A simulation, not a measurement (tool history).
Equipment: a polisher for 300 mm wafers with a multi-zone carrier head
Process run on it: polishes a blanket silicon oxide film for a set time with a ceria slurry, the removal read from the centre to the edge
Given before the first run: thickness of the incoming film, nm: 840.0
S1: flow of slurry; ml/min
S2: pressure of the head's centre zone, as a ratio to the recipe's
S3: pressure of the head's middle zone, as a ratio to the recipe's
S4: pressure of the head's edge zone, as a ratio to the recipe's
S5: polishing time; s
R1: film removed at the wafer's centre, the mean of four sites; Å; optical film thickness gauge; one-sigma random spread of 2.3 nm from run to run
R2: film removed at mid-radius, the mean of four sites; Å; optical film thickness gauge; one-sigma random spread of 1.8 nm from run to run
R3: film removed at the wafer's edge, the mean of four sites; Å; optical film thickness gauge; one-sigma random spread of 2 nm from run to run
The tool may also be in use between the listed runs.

run	day	S1	S2	S3	S4	S5	R1	R2	R3
1	0.000	120	1.00	1.00	1.00	43	2667.0	2633.7	2612.0
2	0.221	135	1.00	1.00	1.00	43	2772.9	2685.1	2646.1
3	0.317	135	1.00	1.00	0.97	43	2831.7	2694.8	2546.5
4	0.379	135	1.07	1.00	0.97	43	2977.1	2676.2	2570.3
5	0.529	135	1.12	1.00	0.97	43	3109.2	2683.4	2602.6
6	0.596	130	1.09	1.00	1.02	44	3058.4	2712.2	2662.0

Run 7 is up next; what results do you expect?
7	0.617	125	1.05	0.98	1.06	45	?	?	?

Run 7 produced R1 2979.0 Å, R2 2700.4 Å, R3 2810.5 Å.
